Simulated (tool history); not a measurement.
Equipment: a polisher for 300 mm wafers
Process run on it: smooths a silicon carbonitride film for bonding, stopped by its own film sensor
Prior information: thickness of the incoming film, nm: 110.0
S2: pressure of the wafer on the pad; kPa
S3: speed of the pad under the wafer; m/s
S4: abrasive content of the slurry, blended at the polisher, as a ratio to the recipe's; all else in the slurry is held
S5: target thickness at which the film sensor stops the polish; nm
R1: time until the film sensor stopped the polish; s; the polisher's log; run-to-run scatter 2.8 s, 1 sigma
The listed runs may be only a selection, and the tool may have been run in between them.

Run 1, hour 0: flow of slurry (ml/min) 135, S2 11 kPa, S3 1.16 m/s, S4 1, S5 90 nm. Result: R1 102.65 s.
Run 2, hour 9: flow of slurry (ml/min) 135, S2 11 kPa, S3 1.16 m/s, S4 1.1, S5 90 nm. Result: R1 98.144 s.
Run 3, hour 15: flow of slurry (ml/min) 135, S2 11 kPa, S3 1.16 m/s, S4 0.95, S5 90 nm. Result: R1 100.05 s.
Run 4, hour 21.6: flow of slurry (ml/min) 135, S2 9.7 kPa, S3 1.12 m/s, S4 0.95, S5 90 nm. Result: R1 118.98 s.
Run 5, hour 25.5: flow of slurry (ml/min) 135, S2 9 kPa, S3 1.08 m/s, S4 0.95, S5 90 nm. Result: R1 128.1 s.
Run 6, hour 26.7: flow of slurry (ml/min) 135, S2 9 kPa, S3 1.08 m/s, S4 0.95, S5 90 nm. Result: R1 128.48 s.
Run 7, hour 32.9: flow of slurry (ml/min) 135, S2 8.3 kPa, S3 1.04 m/s, S4 0.95, S5 90 nm. Result: R1 141.45 s.
Run 8, hour 37.2: flow of slurry (ml/min) 130, S2 4.8 kPa, S3 0.9 m/s, S4 0.95, S5 90 nm. Result: R1 234.78 s.

Forecast run 9:
Run 9, hour 42.3: flow of slurry (ml/min) 135, S2 4.8 kPa, S3 0.9 m/s, S4 0.95, S5 90 nm. Result: R1 ?.

R1: 236.03 s
